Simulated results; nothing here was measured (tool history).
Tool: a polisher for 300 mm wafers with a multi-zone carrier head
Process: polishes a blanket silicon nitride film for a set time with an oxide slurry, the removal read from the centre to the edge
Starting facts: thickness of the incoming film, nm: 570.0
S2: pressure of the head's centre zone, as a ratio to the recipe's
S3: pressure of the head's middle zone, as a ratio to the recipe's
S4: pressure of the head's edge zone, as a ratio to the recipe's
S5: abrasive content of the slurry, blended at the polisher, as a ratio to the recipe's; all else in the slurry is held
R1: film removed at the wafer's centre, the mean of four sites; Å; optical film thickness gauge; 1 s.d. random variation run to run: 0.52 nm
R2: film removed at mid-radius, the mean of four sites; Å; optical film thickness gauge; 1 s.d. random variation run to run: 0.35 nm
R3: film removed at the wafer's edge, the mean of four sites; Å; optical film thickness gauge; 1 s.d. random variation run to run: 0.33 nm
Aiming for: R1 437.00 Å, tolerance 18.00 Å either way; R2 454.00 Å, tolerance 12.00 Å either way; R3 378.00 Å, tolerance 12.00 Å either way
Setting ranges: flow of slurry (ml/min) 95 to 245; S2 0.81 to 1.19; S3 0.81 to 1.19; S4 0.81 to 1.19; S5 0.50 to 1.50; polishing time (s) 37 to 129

run 1 hour=0.0 | flow_of_slurry_(ml/min)=155 S2=1.00 S3=1.00 S4=1.00 S5=1.00 polishing_time_(s)=83 | R1=559.39 R2=563.66 R3=549.88
run 2 hour=7.8 | flow_of_slurry_(ml/min)=155 S2=1.00 S3=1.00 S4=1.00 S5=0.80 polishing_time_(s)=83 | R1=516.69 R2=499.86 R3=491.85
run 3 hour=15.5 | flow_of_slurry_(ml/min)=150 S2=0.99 S3=1.03 S4=0.95 S5=0.75 polishing_time_(s)=83 | R1=486.58 R2=493.27 R3=467.71
run 4 hour=23.4 | flow_of_slurry_(ml/min)=150 S2=0.99 S3=0.95 S4=0.95 S5=0.75 polishing_time_(s)=83 | R1=481.05 R2=458.32 R3=467.39
run 5 hour=28.3 | flow_of_slurry_(ml/min)=165 S2=0.99 S3=0.95 S4=0.95 S5=0.75 polishing_time_(s)=83 | R1=496.91 R2=482.14 R3=467.11
run 6 hour=29.4 | flow_of_slurry_(ml/min)=165 S2=1.02 S3=0.95 S4=0.95 S5=0.75 polishing_time_(s)=83 | R1=517.87 R2=472.99 R3=468.69
run 7 hour=30.9 | flow_of_slurry_(ml/min)=170 S2=1.01 S3=0.98 S4=0.92 S5=0.70 polishing_time_(s)=82 | R1=482.23 R2=466.54 R3=442.97
run 8 hour=31.9 | flow_of_slurry_(ml/min)=180 S2=1.01 S3=1.00 S4=0.89 S5=0.65 polishing_time_(s)=82 | R1=476.23 R2=455.85 R3=422.24
run 9 hour=39.0 | flow_of_slurry_(ml/min)=185 S2=1.00 S3=1.02 S4=0.87 S5=0.60 polishing_time_(s)=82 | R1=446.78 R2=450.45 R3=396.33

Exercise: of the 4 proposed moves below, exactly one satisfies all targets within the stated allowed misses. Which move is it?
run A hour=46.1 | flow_of_slurry_(ml/min)=145 S2=1.00 S3=0.94 S4=0.94 S5=0.65 polishing_time_(s)=83 | R1=? R2=? R3=?
run B hour=46.1 | flow_of_slurry_(ml/min)=155 S2=1.04 S3=1.13 S4=0.88 S5=0.50 polishing_time_(s)=87 | R1=? R2=? R3=?
run C hour=46.1 | flow_of_slurry_(ml/min)=165 S2=1.08 S3=1.06 S4=0.81 S5=0.85 polishing_time_(s)=68 | R1=? R2=? R3=?
run D hour=46.1 | flow_of_slurry_(ml/min)=170 S2=0.92 S3=1.00 S4=0.81 S5=0.55 polishing_time_(s)=91 | R1=? R2=? R3=?

move=A R1=452.98 R2=429.77 R3=423.03
move=B R1=429.54 R2=454.73 R3=370.85
move=C R1=474.05 R2=457.60 R3=378.67
move=D R1=427.80 R2=462.88 R3=401.37
A: misses by more than the last run did
B: in spec on every target
C: puts the biggest miss on target and leaves a different result outside tolerance
D: misses by more than the last run did
B meets every target.
